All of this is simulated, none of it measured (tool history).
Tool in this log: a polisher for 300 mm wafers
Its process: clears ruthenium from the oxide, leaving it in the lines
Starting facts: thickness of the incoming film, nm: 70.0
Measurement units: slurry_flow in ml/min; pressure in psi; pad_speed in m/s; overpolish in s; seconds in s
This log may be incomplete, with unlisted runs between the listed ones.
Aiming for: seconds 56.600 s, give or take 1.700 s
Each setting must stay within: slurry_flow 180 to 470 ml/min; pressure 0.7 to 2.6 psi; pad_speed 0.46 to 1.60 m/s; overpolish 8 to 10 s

run    day  slurry_flow  pressure  pad_speed  overpolish  seconds
  1  0.000          300       1.6       1.02          10   85.859
  2  0.183          300       1.6       1.02           8   85.727
  3  0.354          300       1.7       1.02           8   82.174
  4  0.546          300       1.7       1.02           8   81.433
  5  0.917          345       1.7       1.02           8   79.715
  6  1.288          345       1.7       0.94           8   86.985
  7  1.488          345       1.9       0.94           8   77.830
  8  1.600          345       2.0       0.94           8   74.451
  9  1.950          350       2.1       0.94           8   70.553
 10  2.133          350       2.2       0.94           8   66.296
 11  2.183          355       2.5       0.94           8   59.544

Exercise: of the 5 proposed moves below, exactly one satisfies all targets within the stated allowed misses. Which move is it?
  A  2.233          305       2.6       0.96           8        ?
  B  2.233          310       2.6       0.90          10        ?
  C  2.233          295       2.3       1.16          10        ?
  D  2.233          355       2.5       0.90          10        ?
  E  2.233          300       2.4       0.98           8        ?

move  seconds
   A   57.221
   B   60.683
   C   54.173
   D   62.318
   E   60.807
A: every result within its allowed miss
B: moves away from the targets compared with the last run
C: carries the result that was furthest off beyond its target, to the other side
D: moves away from the targets compared with the last run
E: moves away from the targets compared with the last run
A meets every target.
